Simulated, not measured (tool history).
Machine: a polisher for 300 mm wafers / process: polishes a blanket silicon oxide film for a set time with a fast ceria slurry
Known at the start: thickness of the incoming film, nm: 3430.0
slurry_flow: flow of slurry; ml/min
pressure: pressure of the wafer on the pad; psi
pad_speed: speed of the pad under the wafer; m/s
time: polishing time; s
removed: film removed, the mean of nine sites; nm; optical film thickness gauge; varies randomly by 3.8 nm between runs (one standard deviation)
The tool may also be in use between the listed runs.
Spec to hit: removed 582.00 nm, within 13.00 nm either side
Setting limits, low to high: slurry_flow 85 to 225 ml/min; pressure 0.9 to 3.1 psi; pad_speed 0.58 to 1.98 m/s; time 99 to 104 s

run 1 hour=0.0 | slurry_flow=145 pressure=2.0 pad_speed=1.28 time=99 | removed=1351.10
run 2 hour=7.2 | slurry_flow=145 pressure=2.4 pad_speed=1.28 time=99 | removed=1588.40
run 3 hour=11.6 | slurry_flow=145 pressure=2.4 pad_speed=1.50 time=99 | removed=1857.50
run 4 hour=19.1 | slurry_flow=135 pressure=2.1 pad_speed=1.38 time=99 | removed=1495.70
run 5 hour=22.2 | slurry_flow=165 pressure=2.1 pad_speed=1.38 time=99 | removed=1562.50
run 6 hour=30.8 | slurry_flow=165 pressure=1.6 pad_speed=1.38 time=99 | removed=1218.80
run 7 hour=33.7 | slurry_flow=155 pressure=1.5 pad_speed=1.28 time=99 | removed=1068.60
run 8 hour=34.6 | slurry_flow=145 pressure=1.4 pad_speed=1.22 time=99 | removed=946.48
run 9 hour=40.3 | slurry_flow=135 pressure=1.3 pad_speed=1.18 time=99 | removed=861.44
-- hour=42.1 worn pad replaced by a new one
run 10 hour=42.1 | slurry_flow=130 pressure=1.2 pad_speed=1.14 time=99 | removed=843.70
run 11 hour=50.9 | slurry_flow=130 pressure=1.1 pad_speed=1.08 time=99 | removed=739.72
run 12 hour=56.8 | slurry_flow=130 pressure=1.1 pad_speed=1.04 time=99 | removed=717.52
run 13 hour=59.9 | slurry_flow=130 pressure=1.1 pad_speed=1.02 time=99 | removed=705.29
run 14 hour=68.6 | slurry_flow=130 pressure=1.1 pad_speed=1.00 time=99 | removed=699.17
run 15 hour=76.9 | slurry_flow=130 pressure=1.1 pad_speed=0.98 time=99 | removed=681.33
run 16 hour=79.4 | slurry_flow=130 pressure=1.1 pad_speed=0.96 time=99 | removed=665.13
run 17 hour=85.6 | slurry_flow=130 pressure=1.1 pad_speed=0.96 time=99 | removed=666.80
run 18 hour=94.3 | slurry_flow=100 pressure=0.9 pad_speed=0.96 time=99 | removed=541.21
run 19 hour=100.2 | slurry_flow=105 pressure=0.9 pad_speed=0.96 time=99 | removed=542.16
run 20 hour=105.9 | slurry_flow=110 pressure=0.9 pad_speed=0.96 time=99 | removed=548.74

Which single option among these 5 for the next run brings every result within its allowed miss of target? Just one does.
run A hour=111.6 | slurry_flow=90 pressure=1.1 pad_speed=0.82 time=103 | removed=?
run B hour=111.6 | slurry_flow=85 pressure=1.2 pad_speed=0.82 time=100 | removed=?
run C hour=111.6 | slurry_flow=115 pressure=0.9 pad_speed=1.00 time=100 | removed=?
run D hour=111.6 | slurry_flow=125 pressure=1.0 pad_speed=0.86 time=100 | removed=?
run E hour=111.6 | slurry_flow=110 pressure=1.4 pad_speed=0.66 time=99 | removed=?

move=A removed=544.82
move=B removed=557.17
move=C removed=584.29
move=D removed=558.09
move=E removed=546.10
A: the biggest miss grows against the last run
B: nearer than the last run, and not there yet
C: meets every target
D: nearer than the last run, and not there yet
E: the biggest miss grows against the last run
So the answer is move C, the one that meets all the targets.
